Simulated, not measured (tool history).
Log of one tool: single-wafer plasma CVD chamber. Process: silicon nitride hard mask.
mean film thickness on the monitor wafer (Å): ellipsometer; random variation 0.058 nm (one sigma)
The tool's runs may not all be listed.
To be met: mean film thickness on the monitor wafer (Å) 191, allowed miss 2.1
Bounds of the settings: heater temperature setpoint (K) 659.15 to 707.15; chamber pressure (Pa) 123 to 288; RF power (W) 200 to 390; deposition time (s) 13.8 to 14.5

run  hour  heater temperature setpoint (K)  chamber pressure (Pa)  RF power (W)  deposition time (s)  mean film thickness on the monitor wafer (Å)
  1     0                           683.15                    205           295                 14.5                                        175.54
  2   6.2                           683.15                    205           320                 14.5                                        184.09
  3   8.5                           683.15                    205           285                 14.5                                        172.57
  4  10.3                           675.15                    205           285                 14.5                                        173.35
  5  18.9                           679.15                    205           285                 14.5                                        173.11
  6  24.8                           679.15                    205           305                 14.5                                        180.73
  7    26                           677.15                    213           305                 14.5                                        180.29
  8  33.9                           677.15                    228           310                 14.5                                        185.93
  9  37.7                           677.15                    249           310                 14.5                                        188.72

Which of these 5 next moves meets every target?
  A  41.5                           679.15                    231           310                 14.5                                             ?
  B  41.5                           679.15                    237           305                 14.3                                             ?
  C  41.5                           679.15                    227           325                 14.1                                             ?
  D  41.5                           677.15                    244           310                 14.3                                             ?
  E  41.5                           673.15                    244           330                 14.2                                             ?

move  mean film thickness on the monitor wafer (Å)
   A                                        186.33
   B                                        183.05
   C                                        185.68
   D                                        186.02
   E                                        192.04
A: further off than the last run
B: further off than the last run
C: further off than the last run
D: further off than the last run
E: meets every target
The right move is E.

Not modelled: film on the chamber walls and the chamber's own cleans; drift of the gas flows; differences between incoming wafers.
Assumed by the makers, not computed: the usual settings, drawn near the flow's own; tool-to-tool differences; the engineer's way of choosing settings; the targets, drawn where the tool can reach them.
